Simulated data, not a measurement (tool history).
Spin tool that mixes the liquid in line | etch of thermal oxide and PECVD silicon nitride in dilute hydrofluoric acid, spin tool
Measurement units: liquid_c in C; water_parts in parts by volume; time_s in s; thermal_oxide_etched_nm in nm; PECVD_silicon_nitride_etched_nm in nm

run    day  liquid_c  water_parts  time_s  thermal_oxide_etched_nm  PECVD_silicon_nitride_etched_nm
  1  0.000      20.0          165     180                   3.6634                           3.7702
  2  0.371      20.0          165     225                   4.5366                           4.7934
  3  0.554      22.0          165     225                   4.8695                           5.4017
  4  0.821      22.0          130     225                   6.3749                           6.9330
  5  1.179      18.5          130     225                   5.5425                           5.3382
  6  1.346      18.5           85     225                   8.8906                           8.2129
  7  1.438      21.0          110     235                   7.8100                           7.9031
     1.562  -- thermometer replaced
  8  1.562      23.0          125     240                   7.7918                           8.6489
  9  1.704      24.0          140     245                   7.3457                           8.5002

The next listed run, before its measurement:
 10  2.054      24.0          140     245                        ?                                ?

thermal_oxide_etched_nm: 7.2242 nm
PECVD_silicon_nitride_etched_nm: 8.4178 nm

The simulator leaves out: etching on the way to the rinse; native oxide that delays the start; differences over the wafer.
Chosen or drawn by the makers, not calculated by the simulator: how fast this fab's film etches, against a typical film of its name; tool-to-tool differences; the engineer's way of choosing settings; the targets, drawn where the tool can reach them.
